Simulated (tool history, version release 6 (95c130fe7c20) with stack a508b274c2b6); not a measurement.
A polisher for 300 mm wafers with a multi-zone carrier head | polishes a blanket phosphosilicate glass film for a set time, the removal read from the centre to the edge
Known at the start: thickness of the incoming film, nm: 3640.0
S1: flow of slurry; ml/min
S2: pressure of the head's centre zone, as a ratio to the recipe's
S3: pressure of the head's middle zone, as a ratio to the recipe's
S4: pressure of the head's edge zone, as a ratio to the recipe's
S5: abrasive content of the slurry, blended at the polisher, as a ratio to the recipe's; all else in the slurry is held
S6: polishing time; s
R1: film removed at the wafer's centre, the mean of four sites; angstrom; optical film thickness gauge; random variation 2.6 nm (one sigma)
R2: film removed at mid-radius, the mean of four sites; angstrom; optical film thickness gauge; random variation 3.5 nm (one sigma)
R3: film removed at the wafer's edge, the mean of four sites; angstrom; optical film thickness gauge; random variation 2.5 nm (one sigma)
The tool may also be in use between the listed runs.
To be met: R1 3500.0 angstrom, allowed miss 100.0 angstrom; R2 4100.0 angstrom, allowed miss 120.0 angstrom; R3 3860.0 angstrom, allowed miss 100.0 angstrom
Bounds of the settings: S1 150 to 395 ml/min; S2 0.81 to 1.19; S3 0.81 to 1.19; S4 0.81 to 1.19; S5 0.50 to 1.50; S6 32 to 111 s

| run | hour | S1 | S2 | S3 | S4 | S5 | S6 | R1 | R2 | R3 |
|---|---|---|---|---|---|---|---|---|---|---|
| 1 | 0.0 | 250 | 1.00 | 1.00 | 1.00 | 1.00 | 71 | 4256.3 | 4088.4 | 4067.1 |
| 2 | 0.6 | 250 | 1.07 | 1.00 | 1.00 | 1.00 | 71 | 4495.9 | 4073.2 | 4138.2 |
| 3 | 9.1 | 235 | 1.00 | 1.01 | 1.01 | 1.00 | 71 | 4235.9 | 4140.2 | 4165.0 |
| 4 | 12.9 | 195 | 1.00 | 1.01 | 1.01 | 1.00 | 71 | 4142.7 | 4067.3 | 4045.2 |
| 5 | 13.7 | 190 | 0.96 | 1.02 | 1.01 | 1.00 | 71 | 3994.5 | 3950.4 | 4013.2 |
| 6 | 16.1 | 185 | 0.92 | 1.06 | 1.01 | 1.00 | 71 | 3825.1 | 4196.8 | 4053.0 |
| 7 | 20.8 | 180 | 0.90 | 1.06 | 1.00 | 1.00 | 71 | 3763.1 | 4168.1 | 3970.6 |
| 8 | 25.1 | 175 | 0.88 | 1.06 | 1.00 | 1.00 | 71 | 3669.8 | 4121.6 | 3971.7 |

4 next moves are on the table. One of them brings every result within its allowed miss. Which?
| A | 29.4 | 150 | 0.90 | 0.97 | 1.06 | 0.90 | 79 | ? | ? | ? |
| B | 29.4 | 180 | 0.83 | 1.01 | 0.98 | 0.95 | 77 | ? | ? | ? |
| C | 29.4 | 150 | 0.94 | 1.00 | 0.89 | 0.95 | 76 | ? | ? | ? |
| D | 29.4 | 190 | 0.84 | 1.09 | 0.99 | 1.15 | 65 | ? | ? | ? |

| move | R1 | R2 | R3 |
|---|---|---|---|
| A | 3869.5 | 3952.0 | 4283.1 |
| B | 3804.1 | 4217.7 | 4229.8 |
| C | 3916.9 | 3987.9 | 3917.5 |
| D | 3523.6 | 4129.9 | 3885.0 |
A: further off than the last run
B: further off than the last run
C: further off than the last run
D: meets every target
Answer: D
